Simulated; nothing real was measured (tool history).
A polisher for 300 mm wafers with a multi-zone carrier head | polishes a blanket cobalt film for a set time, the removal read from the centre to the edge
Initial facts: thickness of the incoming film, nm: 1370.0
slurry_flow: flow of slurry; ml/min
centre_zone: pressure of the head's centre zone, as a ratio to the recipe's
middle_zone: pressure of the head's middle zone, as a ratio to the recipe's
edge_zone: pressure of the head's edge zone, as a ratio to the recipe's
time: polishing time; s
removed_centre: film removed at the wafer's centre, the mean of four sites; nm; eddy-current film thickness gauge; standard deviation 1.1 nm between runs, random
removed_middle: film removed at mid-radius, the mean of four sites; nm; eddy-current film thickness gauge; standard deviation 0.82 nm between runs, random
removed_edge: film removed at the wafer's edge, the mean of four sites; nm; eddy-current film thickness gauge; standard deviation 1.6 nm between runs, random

| run | hour | slurry_flow | centre_zone | middle_zone | edge_zone | time | removed_centre | removed_middle | removed_edge |
|---|---|---|---|---|---|---|---|---|---|
| 1 | 0 | 205 | 1 | 1 | 1 | 56 | 245.63 | 238.54 | 229.8 |
| 2 | 5.2 | 170 | 1 | 1 | 1 | 56 | 240.23 | 233.17 | 227.07 |
| 3 | 6 | 195 | 1 | 1 | 1 | 56 | 245.05 | 235.3 | 233.92 |
| 4 | 12.9 | 190 | 1.01 | 0.97 | 1 | 51 | 224.41 | 206.29 | 206.71 |
| 5 | 17.6 | 185 | 1.01 | 0.94 | 1 | 48 | 209.02 | 192.23 | 196.43 |
| 6 | 19.4 | 185 | 0.96 | 0.94 | 1 | 48 | 201.06 | 191.29 | 193.85 |
|  | 23.3 | worn pad replaced by a new one |
| 7 | 23.3 | 180 | 0.98 | 0.92 | 1.01 | 45 | 206.44 | 192.23 | 201.6 |
| 8 | 31.8 | 125 | 1.02 | 0.82 | 0.91 | 29 | 129.09 | 107.71 | 118.9 |
| 9 | 35.5 | 150 | 1.03 | 0.82 | 0.94 | 29 | 136.86 | 108.74 | 125.54 |
| 10 | 39.8 | 175 | 1.03 | 0.83 | 0.95 | 29 | 138.32 | 114.42 | 126.71 |
| 11 | 42.4 | 175 | 1.03 | 0.83 | 0.95 | 29 | 138.95 | 112.9 | 124.11 |

The next listed run, before its measurement:
| 12 | 50.1 | 180 | 1.04 | 0.84 | 0.98 | 29 | ? | ? | ? |

{"run 12": {"removed_centre": 141.01, "removed_middle": 115.09, "removed_edge": 126.69}}
